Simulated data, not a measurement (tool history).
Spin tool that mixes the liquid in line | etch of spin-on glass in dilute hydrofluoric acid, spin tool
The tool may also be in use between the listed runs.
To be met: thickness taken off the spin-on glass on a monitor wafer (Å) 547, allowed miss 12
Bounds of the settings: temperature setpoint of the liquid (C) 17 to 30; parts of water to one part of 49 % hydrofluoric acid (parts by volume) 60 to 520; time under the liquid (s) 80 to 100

run	hour	temperature setpoint of the liquid (C)	parts of water to one part of 49 % hydrofluoric acid (parts by volume)	time under the liquid (s)	thickness taken off the spin-on glass on a monitor wafer (Å)
1	0	22	290	100	142.34
2	7.3	22	360	100	106.8
3	8.9	24	285	100	154.51
4	11.5	24	285	80	123.88
5	16.5	24	285	80	123.88
6	21.5	25.5	230	85	182.59
7	23.6	26.5	185	90	261.01
8	29.8	27.5	155	90	336.08
9	34.7	28	140	90	386.36
10	37.9	28.5	130	90	428.84
11	42.7	29	125	90	458.02
12	43.9	29	120	90	477.54
13	47.5	29	115	90	505.97

Which of these 4 next moves meets every target?
A	51.1	30	115	100	?
B	51.1	30	135	95	?
C	51.1	29	120	95	?
D	51.1	30	115	95	?

move	thickness taken off the spin-on glass on a monitor wafer (Å)
A	582.56
B	458.8
C	507.59
D	553.44
A: takes the result that was furthest off past its target
B: further off than the last run
C: as far off as the last run
D: meets every target
Answer: D

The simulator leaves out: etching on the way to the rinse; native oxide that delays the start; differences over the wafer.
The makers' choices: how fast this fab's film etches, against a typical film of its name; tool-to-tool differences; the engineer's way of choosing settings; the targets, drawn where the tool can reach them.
